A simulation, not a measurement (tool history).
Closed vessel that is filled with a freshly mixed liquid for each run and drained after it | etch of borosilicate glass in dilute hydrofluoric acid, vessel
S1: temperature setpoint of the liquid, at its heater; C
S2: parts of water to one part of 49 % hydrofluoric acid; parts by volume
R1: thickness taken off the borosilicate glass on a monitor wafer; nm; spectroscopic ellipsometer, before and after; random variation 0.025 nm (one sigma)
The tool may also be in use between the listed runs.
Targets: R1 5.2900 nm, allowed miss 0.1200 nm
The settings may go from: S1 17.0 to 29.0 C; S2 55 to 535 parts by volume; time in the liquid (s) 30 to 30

Run 1, day 0.000: S1 21.0 C, S2 295 parts by volume, time in the liquid (s) 30. Result: R1 1.5869 nm.
Run 2, day 0.046: S1 22.5 C, S2 245 parts by volume, time in the liquid (s) 30. Result: R1 2.1066 nm.
Run 3, day 0.304: S1 24.0 C, S2 210 parts by volume, time in the liquid (s) 30. Result: R1 2.6924 nm.
Run 4, day 0.608: S1 25.0 C, S2 190 parts by volume, time in the liquid (s) 30. Result: R1 3.1119 nm.
Run 5, day 0.900: S1 26.0 C, S2 175 parts by volume, time in the liquid (s) 30. Result: R1 3.5895 nm.
Run 6, day 1.058: S1 26.5 C, S2 165 parts by volume, time in the liquid (s) 30. Result: R1 3.9686 nm.
Run 7, day 1.138: S1 27.0 C, S2 160 parts by volume, time in the liquid (s) 30. Result: R1 4.1543 nm.
Run 8, day 1.417: S1 27.5 C, S2 155 parts by volume, time in the liquid (s) 30. Result: R1 4.4099 nm.
Run 9, day 1.667: S1 27.5 C, S2 155 parts by volume, time in the liquid (s) 30. Result: R1 4.4169 nm.
Run 10, day 1.771: S1 28.0 C, S2 150 parts by volume, time in the liquid (s) 30. Result: R1 4.6644 nm.
Run 11, day 2.096: S1 28.0 C, S2 145 parts by volume, time in the liquid (s) 30. Result: R1 4.8621 nm.
At day 2.408: hydrofluoric acid flow meter replaced.
Run 12, day 2.408: S1 28.5 C, S2 145 parts by volume, time in the liquid (s) 30. Result: R1 4.5771 nm.

5 next moves are on the table. One of them brings every result within its allowed miss. Which?
Run A, day 2.721: S1 29.0 C, S2 130 parts by volume, time in the liquid (s) 30. Result: R1 ?.
Run B, day 2.721: S1 24.5 C, S2 115 parts by volume, time in the liquid (s) 30. Result: R1 ?.
Run C, day 2.721: S1 28.0 C, S2 135 parts by volume, time in the liquid (s) 30. Result: R1 ?.
Run D, day 2.721: S1 29.0 C, S2 135 parts by volume, time in the liquid (s) 30. Result: R1 ?.
Run E, day 2.721: S1 24.0 C, S2 115 parts by volume, time in the liquid (s) 30. Result: R1 ?.

move      R1
   A  5.2799
   B  5.1279
   C  4.8679
   D  5.0511
   E  5.0287
A: meets every target
B: nearer than the last run, and not there yet
C: nearer than the last run, and not there yet
D: nearer than the last run, and not there yet
E: nearer than the last run, and not there yet
The right move is A.
